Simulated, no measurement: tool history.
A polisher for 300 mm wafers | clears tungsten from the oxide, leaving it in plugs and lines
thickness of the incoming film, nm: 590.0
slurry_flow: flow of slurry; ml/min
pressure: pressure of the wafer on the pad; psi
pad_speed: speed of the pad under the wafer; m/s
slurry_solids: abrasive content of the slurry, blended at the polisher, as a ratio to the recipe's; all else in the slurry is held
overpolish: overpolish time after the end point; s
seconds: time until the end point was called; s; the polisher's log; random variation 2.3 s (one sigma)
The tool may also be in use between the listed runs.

run	hour	slurry_flow	pressure	pad_speed	slurry_solids	overpolish	seconds
1	0	250	3.9	1.24	1	24	108.01
2	5.4	290	3.9	1.24	1	24	106.55
3	12.9	290	4.9	1.24	1	24	86.737
4	14.7	290	4.1	1.14	1	24	110.95
5	20.3	290	4.1	1.14	1.1	24	108.98
6	26.9	290	3.5	1.06	1.1	24	135.72
7	28.6	290	3.1	1.02	1.1	24	158.24
8	30.8	290	2.8	1	1.1	24	180.16
9	37.6	290	2.6	1	1.1	24	190.33

Run 10 comes next. What will it give?
10	38.4	290	2.4	1	1.1	24	?

seconds: 206.04 s
